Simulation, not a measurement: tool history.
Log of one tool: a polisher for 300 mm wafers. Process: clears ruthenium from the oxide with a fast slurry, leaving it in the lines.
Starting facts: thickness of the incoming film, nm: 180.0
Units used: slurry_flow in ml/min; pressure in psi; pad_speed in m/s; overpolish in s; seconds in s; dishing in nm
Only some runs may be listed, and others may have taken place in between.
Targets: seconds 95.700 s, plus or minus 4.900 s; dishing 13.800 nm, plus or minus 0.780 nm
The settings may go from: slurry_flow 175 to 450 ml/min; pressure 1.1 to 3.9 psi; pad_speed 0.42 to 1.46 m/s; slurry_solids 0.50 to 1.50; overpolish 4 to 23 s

run	day	slurry_flow	pressure	pad_speed	slurry_solids	overpolish	seconds	dishing
1	0.000	290	2.5	0.94	1.00	12	43.136	43.607
2	0.162	290	2.5	0.94	1.00	14	41.518	47.930
3	0.433	290	2.4	0.88	1.00	13	45.636	43.602
4	0.558	290	2.4	1.08	1.00	13	40.048	49.678
5	0.858	290	2.4	0.90	1.00	13	45.394	43.733
6	1.050	290	2.3	0.84	0.95	12	49.288	37.474
7	1.104	285	2.2	0.78	0.90	11	54.936	31.042
8	1.421	285	2.1	0.72	0.90	10	60.353	26.877
9	1.758	285	2.0	0.68	0.90	9	66.631	22.673
10	1.954	285	1.9	0.66	0.90	9	70.779	21.117
11	2.075	285	1.8	0.66	0.90	9	70.641	20.477
12	2.217	285	1.8	0.66	0.90	9	71.936	20.838
13	2.475	285	1.8	0.66	0.90	9	70.959	20.723
14	2.542	285	1.7	0.64	0.90	9	75.640	19.552
15	2.796	285	1.6	0.64	0.90	9	77.482	18.518

Which one of the following 5 next-run settings gets every result inside its allowed miss? There is exactly one.
A	3.050	305	1.7	0.60	0.80	7	?	?
B	3.050	285	1.9	0.42	0.90	7	?	?
C	3.050	295	1.2	0.58	1.00	8	?	?
D	3.050	270	1.9	0.50	0.80	7	?	?
E	3.050	305	1.3	0.66	0.80	7	?	?

move	seconds	dishing
A	81.990	13.836
B	84.583	13.424
C	93.610	13.850
D	83.859	13.537
E	93.429	12.184
A: the worst result of the last run now meets its target, but another is out of spec
B: the worst result of the last run now meets its target, but another is out of spec
C: in spec on every target
D: the worst result of the last run now meets its target, but another is out of spec
E: takes the result that was furthest off past its target
Answer: C
